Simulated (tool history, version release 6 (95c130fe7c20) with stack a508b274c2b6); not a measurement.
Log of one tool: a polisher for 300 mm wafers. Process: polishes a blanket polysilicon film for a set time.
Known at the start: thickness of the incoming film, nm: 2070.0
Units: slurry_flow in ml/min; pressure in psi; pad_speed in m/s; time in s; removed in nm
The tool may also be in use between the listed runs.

run 1 hour=0.0 | slurry_flow=275 pressure=1.6 pad_speed=0.80 time=49 | removed=160.96
run 2 hour=2.9 | slurry_flow=275 pressure=1.3 pad_speed=0.80 time=49 | removed=134.92
run 3 hour=8.6 | slurry_flow=250 pressure=1.3 pad_speed=0.80 time=49 | removed=133.33
run 4 hour=13.0 | slurry_flow=185 pressure=1.3 pad_speed=0.80 time=49 | removed=124.39
run 5 hour=14.0 | slurry_flow=200 pressure=1.6 pad_speed=0.80 time=49 | removed=156.12
run 6 hour=22.7 | slurry_flow=205 pressure=1.8 pad_speed=0.80 time=49 | removed=177.12
run 7 hour=28.9 | slurry_flow=205 pressure=2.3 pad_speed=0.82 time=49 | removed=229.42

The next listed run, before its measurement:
run 8 hour=36.3 | slurry_flow=205 pressure=2.4 pad_speed=0.82 time=49 | removed=?

removed: 235.31 nm
